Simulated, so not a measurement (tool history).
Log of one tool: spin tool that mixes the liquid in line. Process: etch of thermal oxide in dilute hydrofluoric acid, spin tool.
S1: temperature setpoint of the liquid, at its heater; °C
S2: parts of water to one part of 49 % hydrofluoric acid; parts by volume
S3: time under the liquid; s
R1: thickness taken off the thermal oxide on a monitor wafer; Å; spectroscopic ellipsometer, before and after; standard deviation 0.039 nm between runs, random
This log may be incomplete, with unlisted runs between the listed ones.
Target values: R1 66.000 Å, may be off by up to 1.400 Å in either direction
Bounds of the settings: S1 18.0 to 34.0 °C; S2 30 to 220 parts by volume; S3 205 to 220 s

Run 1, hour 0.0: S1 26.0 °C, S2 125 parts by volume, S3 205 s. Result: R1 78.381 Å.
Run 2, hour 4.2: S1 25.0 °C, S2 125 parts by volume, S3 205 s. Result: R1 75.445 Å.
Run 3, hour 11.6: S1 25.0 °C, S2 125 parts by volume, S3 205 s. Result: R1 75.491 Å.
Run 4, hour 18.8: S1 25.0 °C, S2 125 parts by volume, S3 220 s. Result: R1 81.809 Å.
Run 5, hour 25.8: S1 25.0 °C, S2 95 parts by volume, S3 220 s. Result: R1 109.660 Å.
Run 6, hour 29.6: S1 23.5 °C, S2 100 parts by volume, S3 220 s. Result: R1 99.377 Å.
Run 7, hour 35.5: S1 22.5 °C, S2 105 parts by volume, S3 220 s. Result: R1 91.148 Å.
Run 8, hour 42.8: S1 21.5 °C, S2 110 parts by volume, S3 220 s. Result: R1 82.170 Å.
Run 9, hour 46.0: S1 18.0 °C, S2 120 parts by volume, S3 220 s. Result: R1 64.455 Å.

Which of these 5 next moves meets every target?
Run A, hour 49.2: S1 18.0 °C, S2 110 parts by volume, S3 205 s. Result: R1 ?.
Run B, hour 49.2: S1 18.0 °C, S2 110 parts by volume, S3 220 s. Result: R1 ?.
Run C, hour 49.2: S1 19.0 °C, S2 130 parts by volume, S3 220 s. Result: R1 ?.
Run D, hour 49.2: S1 19.0 °C, S2 120 parts by volume, S3 205 s. Result: R1 ?.
Run E, hour 49.2: S1 19.0 °C, S2 110 parts by volume, S3 205 s. Result: R1 ?.

move      R1
   A  66.039
   B  70.871
   C  61.191
   D  62.424
   E  68.828
A: every result within its allowed miss
B: takes the biggest miss from the last run beyond its target
C: its largest miss is bigger than the last run's
D: its largest miss is bigger than the last run's
E: takes the biggest miss from the last run beyond its target
Go with A: it meets all targets.
